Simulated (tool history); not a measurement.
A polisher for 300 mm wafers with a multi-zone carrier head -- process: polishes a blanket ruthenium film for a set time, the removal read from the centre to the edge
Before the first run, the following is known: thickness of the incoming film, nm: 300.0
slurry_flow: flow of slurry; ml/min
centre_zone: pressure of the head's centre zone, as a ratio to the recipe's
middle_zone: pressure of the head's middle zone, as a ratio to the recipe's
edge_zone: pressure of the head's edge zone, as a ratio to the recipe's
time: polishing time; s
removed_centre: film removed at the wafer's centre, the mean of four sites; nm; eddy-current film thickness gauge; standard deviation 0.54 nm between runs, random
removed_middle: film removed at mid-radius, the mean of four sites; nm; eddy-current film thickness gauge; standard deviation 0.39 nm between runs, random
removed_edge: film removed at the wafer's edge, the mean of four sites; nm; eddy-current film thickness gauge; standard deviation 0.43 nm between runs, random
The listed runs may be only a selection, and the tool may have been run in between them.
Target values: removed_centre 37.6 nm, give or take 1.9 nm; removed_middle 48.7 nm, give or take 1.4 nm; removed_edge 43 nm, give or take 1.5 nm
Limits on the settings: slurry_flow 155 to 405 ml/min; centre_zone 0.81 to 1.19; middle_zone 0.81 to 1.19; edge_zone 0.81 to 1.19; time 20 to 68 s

run,day,slurry_flow,centre_zone,middle_zone,edge_zone,time,removed_centre,removed_middle,removed_edge
1,0,260,1,1,1,44,50.018,49.619,48.68
2,0.296,255,0.96,1.01,0.98,43,47.268,48.223,48.007
3,0.321,255,0.93,1.05,0.96,42,43.663,48.945,46.628
4,0.55,250,0.91,1.06,0.94,41,42.474,48.626,44.456
5,0.762,250,0.91,1.1,0.94,41,41.659,49.964,44.516
6,0.971,245,0.89,1.1,0.93,41,40.881,49.381,44.146
7,1.042,240,0.88,1.1,0.93,41,40.935,49.818,44.119
8,1.179,240,0.86,1.1,0.93,41,39.998,49.415,44.601

Exactly one of the 5 candidate moves below puts every result within its allowed miss. Which one?
A,1.317,280,0.93,1.06,0.88,42,?,?,?
B,1.317,245,0.85,0.98,0.85,45,?,?,?
C,1.317,215,0.85,0.93,0.94,46,?,?,?
D,1.317,240,0.83,1.12,0.9,40,?,?,?
E,1.317,225,0.82,1.15,0.92,42,?,?,?

move,removed_centre,removed_middle,removed_edge
A,44.835,50.943,45.094
B,43.459,50.372,47.253
C,43.637,48.507,49.576
D,37.725,50.042,42.729
E,38.843,53.343,44.957
A: further off than the last run
B: further off than the last run
C: further off than the last run
D: meets every target
E: the worst result of the last run now meets its target, but another is out of spec
D is the move that brings every result within its allowed miss.
